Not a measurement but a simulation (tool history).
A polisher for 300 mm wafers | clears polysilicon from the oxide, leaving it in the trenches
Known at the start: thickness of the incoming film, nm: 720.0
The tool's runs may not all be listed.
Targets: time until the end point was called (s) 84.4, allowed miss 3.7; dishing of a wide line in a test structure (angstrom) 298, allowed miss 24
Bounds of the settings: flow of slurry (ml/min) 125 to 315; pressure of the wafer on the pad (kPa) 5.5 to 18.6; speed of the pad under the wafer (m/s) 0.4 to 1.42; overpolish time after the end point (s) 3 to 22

run  hour  flow of slurry (ml/min)  pressure of the wafer on the pad (kPa)  speed of the pad under the wafer (m/s)  overpolish time after the end point (s)  time until the end point was called (s)  dishing of a wide line in a test structure (angstrom)
  1     0                      205                                    11.7                                     0.9                                       11                                   99.178                                                 309.54
  2   4.7                      205                                    11.7                                    0.78                                       11                                   114.09                                                 291.39
  3  11.7                      205                                    11.7                                    0.78                                        9                                   110.91                                                 287.61
  4    18                      205                                    11.7                                    0.78                                        4                                   113.41                                                 183.23
  5  24.4                      205                                    11.7                                    0.78                                        3                                   116.61                                                 147.32
  6  26.5                      205                                    11.7                                    0.94                                        3                                   95.942                                                 172.18
  7  28.6                      205                                    11.7                                    0.94                                        5                                   98.261                                                 228.58
  8  30.9                      205                                    12.4                                    0.96                                        6                                   87.243                                                 263.69
  9    39                      205                                    12.4                                    0.96                                        7                                   91.151                                                 282.23

5 next moves are on the table. One of them brings every result within its allowed miss. Which?
  A  47.1                      200                                    12.4                                    1.04                                        5                                        ?                                                      ?
  B  47.1                      290                                      11                                    0.94                                       10                                        ?                                                      ?
  C  47.1                      215                                    12.4                                     0.9                                        8                                        ?                                                      ?
  D  47.1                      205                                      11                                    1.24                                        5                                        ?                                                      ?
  E  47.1                      155                                    13.8                                    0.96                                        8                                        ?                                                      ?

move  time until the end point was called (s)  dishing of a wide line in a test structure (angstrom)
   A                                   81.092                                                 256.71
   B                                   95.955                                                 311.61
   C                                   92.388                                                 294.77
   D                                   76.294                                                 264.06
   E                                   82.611                                                 305.34
A: brings the result that was furthest off to its target, and leaves another outside
B: further off than the last run
C: further off than the last run
D: takes the result that was furthest off past its target
E: meets every target
Answer: E
